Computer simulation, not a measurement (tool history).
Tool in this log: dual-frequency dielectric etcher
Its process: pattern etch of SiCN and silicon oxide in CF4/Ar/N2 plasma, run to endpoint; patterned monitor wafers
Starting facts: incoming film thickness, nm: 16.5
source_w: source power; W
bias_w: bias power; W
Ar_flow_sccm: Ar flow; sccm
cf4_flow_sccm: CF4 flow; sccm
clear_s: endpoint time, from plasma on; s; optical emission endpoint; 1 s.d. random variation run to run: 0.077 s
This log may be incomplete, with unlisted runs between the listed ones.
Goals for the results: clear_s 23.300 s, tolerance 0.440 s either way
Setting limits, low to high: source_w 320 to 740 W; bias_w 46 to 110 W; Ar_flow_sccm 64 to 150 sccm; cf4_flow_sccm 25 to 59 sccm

Run 1, day 0.000: source_w 530 W, bias_w 78 W, Ar_flow_sccm 107 sccm, cf4_flow_sccm 42 sccm. Result: clear_s 17.379 s.
Run 2, day 0.171: source_w 490 W, bias_w 78 W, Ar_flow_sccm 107 sccm, cf4_flow_sccm 42 sccm. Result: clear_s 18.726 s.
Run 3, day 0.212: source_w 460 W, bias_w 78 W, Ar_flow_sccm 107 sccm, cf4_flow_sccm 42 sccm. Result: clear_s 19.916 s.
Run 4, day 0.329: source_w 440 W, bias_w 78 W, Ar_flow_sccm 107 sccm, cf4_flow_sccm 42 sccm. Result: clear_s 20.602 s.
Run 5, day 0.633: source_w 420 W, bias_w 78 W, Ar_flow_sccm 107 sccm, cf4_flow_sccm 42 sccm. Result: clear_s 21.732 s.
Run 6, day 0.988: source_w 410 W, bias_w 78 W, Ar_flow_sccm 107 sccm, cf4_flow_sccm 42 sccm. Result: clear_s 22.248 s.
Run 7, day 1.179: source_w 410 W, bias_w 78 W, Ar_flow_sccm 107 sccm, cf4_flow_sccm 42 sccm. Result: clear_s 22.021 s.
Run 8, day 1.375: source_w 370 W, bias_w 78 W, Ar_flow_sccm 107 sccm, cf4_flow_sccm 42 sccm. Result: clear_s 24.495 s.
Run 9, day 1.425: source_w 380 W, bias_w 78 W, Ar_flow_sccm 107 sccm, cf4_flow_sccm 42 sccm. Result: clear_s 24.085 s.

Of the 5 settings listed for the next run, only one would bring every result within its allowed miss of target. Which one?
Run A, day 1.475: source_w 410 W, bias_w 67 W, Ar_flow_sccm 107 sccm, cf4_flow_sccm 41 sccm. Result: clear_s ?.
Run B, day 1.475: source_w 370 W, bias_w 74 W, Ar_flow_sccm 107 sccm, cf4_flow_sccm 40 sccm. Result: clear_s ?.
Run C, day 1.475: source_w 350 W, bias_w 79 W, Ar_flow_sccm 82 sccm, cf4_flow_sccm 42 sccm. Result: clear_s ?.
Run D, day 1.475: source_w 360 W, bias_w 86 W, Ar_flow_sccm 121 sccm, cf4_flow_sccm 41 sccm. Result: clear_s ?.
Run E, day 1.475: source_w 370 W, bias_w 77 W, Ar_flow_sccm 124 sccm, cf4_flow_sccm 47 sccm. Result: clear_s ?.

move  clear_s
   A   23.462
   B   25.347
   C   24.723
   D   25.389
   E   25.072
A: meets every target
B: the biggest miss grows against the last run
C: the biggest miss grows against the last run
D: the biggest miss grows against the last run
E: the biggest miss grows against the last run
The right move is A.
